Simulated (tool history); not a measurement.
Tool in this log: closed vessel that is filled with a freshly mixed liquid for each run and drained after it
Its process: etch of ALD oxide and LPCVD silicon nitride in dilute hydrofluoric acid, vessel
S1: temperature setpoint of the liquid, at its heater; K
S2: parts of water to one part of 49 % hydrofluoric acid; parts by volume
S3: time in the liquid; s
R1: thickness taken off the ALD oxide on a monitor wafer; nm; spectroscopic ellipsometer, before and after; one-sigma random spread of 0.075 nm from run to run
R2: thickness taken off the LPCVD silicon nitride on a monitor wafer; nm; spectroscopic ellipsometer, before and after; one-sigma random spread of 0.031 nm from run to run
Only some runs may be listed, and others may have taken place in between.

Run 1, hour 0.0: S1 294.15 K, S2 55 parts by volume, S3 60 s. Result: R1 17.762 nm, R2 0.48868 nm.
Run 2, hour 6.2: S1 294.65 K, S2 55 parts by volume, S3 60 s. Result: R1 18.158 nm, R2 0.52435 nm.
Run 3, hour 9.7: S1 294.65 K, S2 65 parts by volume, S3 60 s. Result: R1 15.261 nm, R2 0.42230 nm.
Run 4, hour 15.7: S1 295.15 K, S2 65 parts by volume, S3 60 s. Result: R1 15.416 nm, R2 0.45231 nm.
Run 5, hour 16.6: S1 295.65 K, S2 65 parts by volume, S3 60 s. Result: R1 15.767 nm, R2 0.48248 nm.
Run 6, hour 20.0: S1 295.65 K, S2 65 parts by volume, S3 45 s. Result: R1 11.856 nm, R2 0.33091 nm.
Run 7, hour 27.2: S1 296.15 K, S2 60 parts by volume, S3 45 s. Result: R1 13.203 nm, R2 0.45132 nm.

Expected results for the next run?
Run 8, hour 35.6: S1 295.65 K, S2 55 parts by volume, S3 45 s. Result: R1 ?, R2 ?.

Run 8 gave R1 14.193 nm, R2 0.39615 nm.
